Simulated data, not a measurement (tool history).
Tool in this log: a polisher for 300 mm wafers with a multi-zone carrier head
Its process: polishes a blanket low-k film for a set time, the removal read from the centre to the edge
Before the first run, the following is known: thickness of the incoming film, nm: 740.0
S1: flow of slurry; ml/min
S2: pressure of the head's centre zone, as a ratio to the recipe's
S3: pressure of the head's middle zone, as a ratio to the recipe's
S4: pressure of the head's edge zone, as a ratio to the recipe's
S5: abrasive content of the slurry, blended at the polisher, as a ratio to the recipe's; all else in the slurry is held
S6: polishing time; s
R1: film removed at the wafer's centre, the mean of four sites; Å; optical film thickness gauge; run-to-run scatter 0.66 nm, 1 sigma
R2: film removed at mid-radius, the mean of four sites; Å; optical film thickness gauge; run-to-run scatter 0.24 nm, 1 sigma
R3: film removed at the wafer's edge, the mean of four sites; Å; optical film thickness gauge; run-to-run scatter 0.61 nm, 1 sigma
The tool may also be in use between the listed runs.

run,hour,S1,S2,S3,S4,S5,S6,R1,R2,R3
1,0,310,1,1,1,1,82,307.59,304.65,306.01
2,8.1,310,1,1,1,1.2,82,321.1,318.88,318.02
3,9,310,1.02,0.98,1.03,1.25,83,341.26,324.39,330.43
4,10.3,310,1.03,0.96,1.05,1.3,84,351.57,323.52,346.83
5,16.3,310,1.03,0.96,1.05,1.3,91,378.22,353.53,374.48
6,25.1,310,1.03,0.96,1.05,1.15,91,355.58,338.66,362.79
7,26,315,1.06,0.95,1.07,1.2,91,379.21,339.81,367.05
8,33.1,315,1.07,0.94,1.09,1.25,91,385.22,346.39,380.83
9,40.9,320,1.09,0.93,1.1,1.25,91,381.83,336.57,371.77
10,43.8,315,1.1,0.92,1.1,1.3,92,418.03,341.9,388.71

Estimate the outcome of run 11 from the log above:
11,46.7,315,1.1,0.92,1.1,1.3,92,?,?,?

R1: 412.37 Å
R2: 346.2 Å
R3: 385.9 Å
